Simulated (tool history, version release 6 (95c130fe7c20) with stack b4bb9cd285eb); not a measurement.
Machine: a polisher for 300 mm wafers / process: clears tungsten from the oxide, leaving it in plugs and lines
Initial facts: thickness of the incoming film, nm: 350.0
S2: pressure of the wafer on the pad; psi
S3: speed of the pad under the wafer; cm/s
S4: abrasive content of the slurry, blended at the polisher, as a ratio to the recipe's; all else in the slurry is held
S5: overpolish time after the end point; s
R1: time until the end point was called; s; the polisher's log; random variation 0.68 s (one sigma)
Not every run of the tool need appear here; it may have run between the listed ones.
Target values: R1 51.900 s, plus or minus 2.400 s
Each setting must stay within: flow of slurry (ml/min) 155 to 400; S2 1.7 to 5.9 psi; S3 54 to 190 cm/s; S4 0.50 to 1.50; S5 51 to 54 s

{"run": 1, "hour": 0.0, "flow of slurry (ml/min)": 255, "S2": 3.8, "S3": 122, "S4": 1.0, "S5": 51, "R1": 73.16}
{"run": 2, "hour": 8.5, "flow of slurry (ml/min)": 255, "S2": 2.9, "S3": 122, "S4": 1.0, "S5": 51, "R1": 86.561}
{"run": 3, "hour": 10.7, "flow of slurry (ml/min)": 205, "S2": 2.9, "S3": 122, "S4": 1.0, "S5": 51, "R1": 87.228}
{"run": 4, "hour": 19.3, "flow of slurry (ml/min)": 205, "S2": 2.9, "S3": 94, "S4": 1.0, "S5": 51, "R1": 109.72}
{"run": 5, "hour": 20.3, "flow of slurry (ml/min)": 205, "S2": 2.9, "S3": 112, "S4": 1.0, "S5": 51, "R1": 95.111}
{"run": 6, "hour": 22.2, "flow of slurry (ml/min)": 205, "S2": 2.4, "S3": 112, "S4": 1.0, "S5": 51, "R1": 104.8}
{"run": 7, "hour": 26.5, "flow of slurry (ml/min)": 205, "S2": 2.4, "S3": 112, "S4": 1.0, "S5": 51, "R1": 106.36}
{"run": 8, "hour": 30.3, "flow of slurry (ml/min)": 205, "S2": 2.8, "S3": 114, "S4": 1.0, "S5": 51, "R1": 94.745}
{"run": 9, "hour": 37.7, "flow of slurry (ml/min)": 205, "S2": 3.1, "S3": 116, "S4": 1.0, "S5": 51, "R1": 87.728}
{"run": 10, "hour": 43.2, "flow of slurry (ml/min)": 205, "S2": 3.4, "S3": 116, "S4": 1.0, "S5": 51, "R1": 82.24}
{"run": 11, "hour": 46.3, "flow of slurry (ml/min)": 205, "S2": 3.6, "S3": 116, "S4": 1.0, "S5": 51, "R1": 79.058}

Below are 5 possible settings for the next run. Only one of them brings all results inside the allowed miss of their targets. Which is it?
{"run": "A", "hour": 49.4, "flow of slurry (ml/min)": 155, "S2": 4.4, "S3": 156, "S4": 0.75, "S5": 51, "R1": "?"}
{"run": "B", "hour": 49.4, "flow of slurry (ml/min)": 155, "S2": 3.1, "S3": 188, "S4": 1.15, "S5": 51, "R1": "?"}
{"run": "C", "hour": 49.4, "flow of slurry (ml/min)": 185, "S2": 4.6, "S3": 132, "S4": 1.15, "S5": 51, "R1": "?"}
{"run": "D", "hour": 49.4, "flow of slurry (ml/min)": 175, "S2": 4.9, "S3": 136, "S4": 1.3, "S5": 51, "R1": "?"}
{"run": "E", "hour": 49.4, "flow of slurry (ml/min)": 155, "S2": 5.5, "S3": 150, "S4": 1.05, "S5": 51, "R1": "?"}

move=A R1=57.337
move=B R1=57.384
move=C R1=57.963
move=D R1=52.683
move=E R1=46.748
A: closes in on the targets versus the last run, not all within tolerance yet
B: closes in on the targets versus the last run, not all within tolerance yet
C: closes in on the targets versus the last run, not all within tolerance yet
D: every result lands within tolerance
E: takes the result that was furthest off past its target
So the answer is move D, the one that meets all the targets.

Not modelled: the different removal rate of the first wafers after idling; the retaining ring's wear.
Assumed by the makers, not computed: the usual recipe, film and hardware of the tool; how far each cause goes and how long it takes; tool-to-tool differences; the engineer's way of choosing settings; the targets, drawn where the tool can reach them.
